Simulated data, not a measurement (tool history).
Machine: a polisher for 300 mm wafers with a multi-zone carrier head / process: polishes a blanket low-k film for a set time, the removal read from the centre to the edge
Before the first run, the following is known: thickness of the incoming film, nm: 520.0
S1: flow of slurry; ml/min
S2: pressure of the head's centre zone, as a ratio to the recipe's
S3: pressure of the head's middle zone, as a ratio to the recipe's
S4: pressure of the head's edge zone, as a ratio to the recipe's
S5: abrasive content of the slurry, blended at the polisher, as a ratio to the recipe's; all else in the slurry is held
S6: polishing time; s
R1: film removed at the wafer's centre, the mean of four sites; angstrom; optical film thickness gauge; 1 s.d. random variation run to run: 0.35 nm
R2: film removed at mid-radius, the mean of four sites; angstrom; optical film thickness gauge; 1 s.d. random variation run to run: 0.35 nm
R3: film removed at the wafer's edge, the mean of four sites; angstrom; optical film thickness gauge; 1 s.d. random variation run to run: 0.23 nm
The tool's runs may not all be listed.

run,day,S1,S2,S3,S4,S5,S6,R1,R2,R3
1,0.000,295,1.00,1.00,1.00,1.00,81,231.49,225.38,233.50
2,0.117,295,1.00,1.01,1.02,1.05,81,236.06,233.56,238.38
3,0.162,295,1.00,1.01,1.04,1.10,82,243.98,243.65,248.23
4,0.508,295,0.94,1.01,1.04,1.10,82,232.66,246.02,249.35
5,0.808,295,0.95,1.00,1.05,1.15,82,245.55,250.10,257.57
6,0.979,300,0.95,1.00,1.07,1.20,82,246.32,250.93,261.73
7,1.021,300,0.95,1.00,1.07,1.20,82,247.80,250.40,261.29

Run 8 comes next. What will it give?
8,1.267,300,0.95,1.00,1.07,1.20,82,?,?,?

{"run 8": {"R1": 245.74, "R2": 254.02, "R3": 262.6}}

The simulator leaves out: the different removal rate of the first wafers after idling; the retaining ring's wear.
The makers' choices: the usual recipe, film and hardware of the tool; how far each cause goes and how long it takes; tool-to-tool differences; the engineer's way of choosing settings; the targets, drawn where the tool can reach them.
